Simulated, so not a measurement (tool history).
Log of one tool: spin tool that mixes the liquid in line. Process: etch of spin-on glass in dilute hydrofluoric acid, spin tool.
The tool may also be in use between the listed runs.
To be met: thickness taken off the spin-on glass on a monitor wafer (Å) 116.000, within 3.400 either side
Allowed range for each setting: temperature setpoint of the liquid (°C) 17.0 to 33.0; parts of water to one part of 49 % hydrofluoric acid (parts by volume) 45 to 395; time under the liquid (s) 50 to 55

run	day	temperature setpoint of the liquid (°C)	parts of water to one part of 49 % hydrofluoric acid (parts by volume)	time under the liquid (s)	thickness taken off the spin-on glass on a monitor wafer (Å)
1	0.000	25.0	220	50	90.605
2	0.142	26.5	220	50	94.991
3	0.229	28.0	220	50	100.920
4	0.588	29.0	220	50	103.240
5	0.938	29.0	145	50	172.450
6	1.229	29.0	220	50	102.030
7	1.250	33.0	215	50	120.580
8	1.338	32.5	215	50	120.450

Of the 4 settings listed for the next run, only one would bring every result within its allowed miss of target. Which one?
A	1.425	27.5	195	55	?
B	1.425	33.0	225	50	?
C	1.425	32.0	230	50	?
D	1.425	32.5	210	50	?

move	thickness taken off the spin-on glass on a monitor wafer (Å)
A	126.160
B	115.670
C	108.810
D	124.250
A: the biggest miss grows against the last run
B: in spec on every target
C: pushes the last run's worst result past its target
D: the biggest miss grows against the last run
Go with B: it meets all targets.

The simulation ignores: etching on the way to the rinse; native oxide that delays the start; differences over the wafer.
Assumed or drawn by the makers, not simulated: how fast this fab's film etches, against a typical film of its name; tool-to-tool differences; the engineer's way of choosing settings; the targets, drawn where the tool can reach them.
